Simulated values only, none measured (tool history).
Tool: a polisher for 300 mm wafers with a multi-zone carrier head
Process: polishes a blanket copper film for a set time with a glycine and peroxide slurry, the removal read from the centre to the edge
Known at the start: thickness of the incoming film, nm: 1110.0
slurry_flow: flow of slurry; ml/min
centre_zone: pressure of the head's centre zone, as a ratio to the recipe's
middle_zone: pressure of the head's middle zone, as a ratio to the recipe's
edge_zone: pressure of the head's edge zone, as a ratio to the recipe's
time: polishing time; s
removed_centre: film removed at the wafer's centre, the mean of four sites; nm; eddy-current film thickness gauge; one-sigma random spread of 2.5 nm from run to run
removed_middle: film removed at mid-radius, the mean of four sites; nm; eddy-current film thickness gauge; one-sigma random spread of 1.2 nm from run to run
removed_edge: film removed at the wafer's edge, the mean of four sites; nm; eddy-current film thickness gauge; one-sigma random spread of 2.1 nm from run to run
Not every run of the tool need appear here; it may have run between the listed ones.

| run | hour | slurry_flow | centre_zone | middle_zone | edge_zone | time | removed_centre | removed_middle | removed_edge |
|---|---|---|---|---|---|---|---|---|---|
| 1 | 0.0 | 245 | 1.00 | 1.00 | 1.00 | 31 | 116.34 | 119.38 | 120.95 |
| 2 | 6.6 | 250 | 1.03 | 0.98 | 1.03 | 33 | 128.96 | 125.67 | 128.38 |
| 3 | 9.3 | 250 | 1.09 | 0.98 | 1.03 | 33 | 136.41 | 125.57 | 128.54 |
| 4 | 15.2 | 250 | 1.09 | 1.04 | 1.03 | 33 | 138.57 | 128.84 | 126.38 |
| 5 | 23.6 | 250 | 1.02 | 1.04 | 1.03 | 33 | 127.94 | 132.27 | 131.46 |
| 6 | 32.5 | 250 | 1.04 | 1.00 | 1.06 | 34 | 133.40 | 130.51 | 134.98 |
| 7 | 36.3 | 250 | 1.06 | 0.97 | 1.09 | 35 | 139.73 | 132.17 | 137.55 |

Predict the results of run 8:
| 8 | 40.8 | 250 | 1.07 | 0.93 | 1.11 | 36 | ? | ? | ? |

removed_centre: 143.76 nm
removed_middle: 131.40 nm
removed_edge: 144.94 nm

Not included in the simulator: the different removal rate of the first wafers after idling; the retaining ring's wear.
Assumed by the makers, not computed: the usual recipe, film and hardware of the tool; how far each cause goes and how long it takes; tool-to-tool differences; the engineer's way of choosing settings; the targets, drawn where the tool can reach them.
